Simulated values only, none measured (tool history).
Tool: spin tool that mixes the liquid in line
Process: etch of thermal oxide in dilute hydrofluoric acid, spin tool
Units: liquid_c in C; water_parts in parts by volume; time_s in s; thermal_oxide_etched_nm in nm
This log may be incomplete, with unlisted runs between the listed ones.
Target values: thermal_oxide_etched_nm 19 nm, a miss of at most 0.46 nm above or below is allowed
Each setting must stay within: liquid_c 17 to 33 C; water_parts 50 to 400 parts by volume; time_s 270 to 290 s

run 1 day=0 | liquid_c=25 water_parts=225 time_s=270 | thermal_oxide_etched_nm=5.1277
run 2 day=0.233 | liquid_c=26.5 water_parts=190 time_s=270 | thermal_oxide_etched_nm=6.6832
run 3 day=0.321 | liquid_c=26.5 water_parts=230 time_s=270 | thermal_oxide_etched_nm=5.2473
run 4 day=0.575 | liquid_c=28.5 water_parts=230 time_s=270 | thermal_oxide_etched_nm=5.7123
run 5 day=0.896 | liquid_c=28.5 water_parts=285 time_s=270 | thermal_oxide_etched_nm=4.305
run 6 day=1.142 | liquid_c=28.5 water_parts=285 time_s=290 | thermal_oxide_etched_nm=4.5323
run 7 day=1.342 | liquid_c=29.5 water_parts=240 time_s=290 | thermal_oxide_etched_nm=5.9039
run 8 day=1.546 | liquid_c=33 water_parts=150 time_s=290 | thermal_oxide_etched_nm=12.069
run 9 day=1.675 | liquid_c=33 water_parts=135 time_s=290 | thermal_oxide_etched_nm=13.644
run 10 day=1.746 | liquid_c=33 water_parts=125 time_s=290 | thermal_oxide_etched_nm=14.898
run 11 day=1.917 | liquid_c=33 water_parts=120 time_s=290 | thermal_oxide_etched_nm=15.736
run 12 day=2.179 | liquid_c=33 water_parts=115 time_s=290 | thermal_oxide_etched_nm=16.497
run 13 day=2.292 | liquid_c=33 water_parts=115 time_s=290 | thermal_oxide_etched_nm=16.373
run 14 day=2.654 | liquid_c=33 water_parts=110 time_s=290 | thermal_oxide_etched_nm=17.526
run 15 day=2.746 | liquid_c=33 water_parts=105 time_s=290 | thermal_oxide_etched_nm=18.457

Of the 4 settings listed for the next run, only one would bring every result within its allowed miss of target. Which one?
run A day=2.838 | liquid_c=32.5 water_parts=100 time_s=290 | thermal_oxide_etched_nm=?
run B day=2.838 | liquid_c=33 water_parts=105 time_s=270 | thermal_oxide_etched_nm=?
run C day=2.838 | liquid_c=33 water_parts=105 time_s=285 | thermal_oxide_etched_nm=?
run D day=2.838 | liquid_c=32.5 water_parts=105 time_s=290 | thermal_oxide_etched_nm=?

move=A thermal_oxide_etched_nm=19.175
move=B thermal_oxide_etched_nm=17.186
move=C thermal_oxide_etched_nm=18.14
move=D thermal_oxide_etched_nm=18.126
A: all results in spec
B: its largest miss is bigger than the last run's
C: its largest miss is bigger than the last run's
D: its largest miss is bigger than the last run's
The move that meets every target is A.
